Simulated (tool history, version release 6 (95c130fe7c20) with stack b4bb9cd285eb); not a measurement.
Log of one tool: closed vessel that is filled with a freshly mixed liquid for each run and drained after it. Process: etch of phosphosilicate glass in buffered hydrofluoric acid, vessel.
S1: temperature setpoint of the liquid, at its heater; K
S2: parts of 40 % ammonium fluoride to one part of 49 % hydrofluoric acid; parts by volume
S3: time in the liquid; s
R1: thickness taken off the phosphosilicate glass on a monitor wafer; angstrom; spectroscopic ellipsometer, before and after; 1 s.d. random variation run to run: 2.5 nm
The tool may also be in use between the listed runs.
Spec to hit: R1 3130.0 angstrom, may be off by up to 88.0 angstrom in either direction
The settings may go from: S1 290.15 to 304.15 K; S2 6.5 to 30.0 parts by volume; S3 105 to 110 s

Run 1, day 0.000: S1 296.15 K, S2 18.5 parts by volume, S3 105 s. Result: R1 1519.6 angstrom.
Run 2, day 0.217: S1 299.15 K, S2 18.5 parts by volume, S3 105 s. Result: R1 1800.5 angstrom.
Run 3, day 0.475: S1 301.15 K, S2 18.5 parts by volume, S3 105 s. Result: R1 1991.3 angstrom.
Run 4, day 0.808: S1 300.15 K, S2 18.5 parts by volume, S3 105 s. Result: R1 1916.2 angstrom.
Run 5, day 1.017: S1 300.15 K, S2 18.5 parts by volume, S3 105 s. Result: R1 1910.9 angstrom.
Run 6, day 1.112: S1 300.15 K, S2 22.0 parts by volume, S3 105 s. Result: R1 1676.2 angstrom.
Run 7, day 1.379: S1 301.15 K, S2 19.5 parts by volume, S3 105 s. Result: R1 1912.2 angstrom.
Run 8, day 1.646: S1 301.65 K, S2 17.5 parts by volume, S3 105 s. Result: R1 2164.4 angstrom.
Run 9, day 1.962: S1 302.15 K, S2 16.5 parts by volume, S3 105 s. Result: R1 2354.7 angstrom.
Run 10, day 2.196: S1 302.65 K, S2 15.5 parts by volume, S3 105 s. Result: R1 2600.3 angstrom.
Run 11, day 2.300: S1 302.65 K, S2 15.5 parts by volume, S3 105 s. Result: R1 2578.6 angstrom.
Run 12, day 2.554: S1 302.65 K, S2 15.5 parts by volume, S3 105 s. Result: R1 2578.3 angstrom.
Run 13, day 2.904: S1 303.15 K, S2 15.0 parts by volume, S3 105 s. Result: R1 2747.2 angstrom.
Run 14, day 3.042: S1 303.15 K, S2 15.0 parts by volume, S3 105 s. Result: R1 2747.3 angstrom.
Run 15, day 3.271: S1 303.15 K, S2 14.5 parts by volume, S3 105 s. Result: R1 2829.1 angstrom.

Next run, 4 choices. One meets every target within its allowed miss, the rest don't. Which?
Run A, day 3.500: S1 302.65 K, S2 12.0 parts by volume, S3 105 s. Result: R1 ?.
Run B, day 3.500: S1 302.15 K, S2 13.0 parts by volume, S3 110 s. Result: R1 ?.
Run C, day 3.500: S1 298.65 K, S2 11.0 parts by volume, S3 105 s. Result: R1 ?.
Run D, day 3.500: S1 302.15 K, S2 14.0 parts by volume, S3 110 s. Result: R1 ?.

move      R1
   A  3325.2
   B  3137.7
   C  2924.4
   D  2918.2
A: moves the result that the last run missed by most past its target, out the other side
B: all results in spec
C: closes in on the targets versus the last run, not all within tolerance yet
D: closes in on the targets versus the last run, not all within tolerance yet
Correct choice: B, which meets every target
